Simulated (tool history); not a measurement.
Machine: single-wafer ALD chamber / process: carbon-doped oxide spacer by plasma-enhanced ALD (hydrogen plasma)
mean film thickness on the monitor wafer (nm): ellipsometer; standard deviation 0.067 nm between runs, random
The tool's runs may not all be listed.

run  hour  heater temperature setpoint (deg C)  number of ALD cycles (cycles)  mean film thickness on the monitor wafer (nm)
  1   0.0                                  390                            299                                         14.878
  2   7.0                                  390                            283                                         14.024
  3   8.6                                  390                            288                                         14.274
  4  17.6                                  399                            288                                         14.311
  5  20.0                                  399                            292                                         14.559
  6  25.2                                  399                            264                                         13.032
  7  29.2                                  399                            312                                         15.519
  8  37.7                                  399                            314                                         15.618

Forecast run 9:
  9  46.0                                  399                            315                                              ?

{"run 9": {"mean film thickness on the monitor wafer (nm)": 15.643}}
